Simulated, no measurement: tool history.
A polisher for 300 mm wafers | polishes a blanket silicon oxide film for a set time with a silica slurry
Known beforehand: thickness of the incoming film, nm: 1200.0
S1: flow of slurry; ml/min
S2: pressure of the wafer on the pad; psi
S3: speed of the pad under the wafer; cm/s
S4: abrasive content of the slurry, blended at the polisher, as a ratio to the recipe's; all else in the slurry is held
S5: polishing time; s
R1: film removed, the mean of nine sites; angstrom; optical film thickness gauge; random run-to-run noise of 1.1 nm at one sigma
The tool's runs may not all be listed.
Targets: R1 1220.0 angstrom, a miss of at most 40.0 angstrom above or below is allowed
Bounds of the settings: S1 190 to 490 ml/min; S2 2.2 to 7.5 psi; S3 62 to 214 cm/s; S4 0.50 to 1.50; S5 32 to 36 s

run	hour	S1	S2	S3	S4	S5	R1
1	0.0	315	4.8	138	1.00	36	1717.5
2	2.0	315	4.8	164	1.00	36	1984.5
3	5.1	315	4.2	164	1.00	36	1781.7
4	8.0	315	3.7	164	1.00	36	1643.0
5	14.1	315	3.7	180	1.00	36	1736.6
6	17.7	315	3.3	176	1.00	36	1607.0
7	25.3	315	3.0	172	1.00	36	1484.1
8	27.2	315	2.8	170	1.00	36	1381.9
9	36.2	315	2.6	170	1.00	36	1325.5
10	39.8	315	2.6	170	1.00	36	1345.5
11	45.8	315	2.5	170	1.00	36	1286.0
12	52.7	315	2.4	170	1.00	36	1250.6

Of the 4 settings listed for the next run, only one would bring every result within its allowed miss of target. Which one?
A	59.6	320	2.2	184	1.15	36	?
B	59.6	285	2.6	188	0.85	36	?
C	59.6	360	2.4	186	0.80	34	?
D	59.6	275	2.4	186	0.95	34	?

move	R1
A	1367.9
B	1317.0
C	1160.2
D	1238.0
A: the biggest miss grows against the last run
B: the biggest miss grows against the last run
C: takes the biggest miss from the last run beyond its target
D: every result lands within tolerance
Go with D: it meets all targets.

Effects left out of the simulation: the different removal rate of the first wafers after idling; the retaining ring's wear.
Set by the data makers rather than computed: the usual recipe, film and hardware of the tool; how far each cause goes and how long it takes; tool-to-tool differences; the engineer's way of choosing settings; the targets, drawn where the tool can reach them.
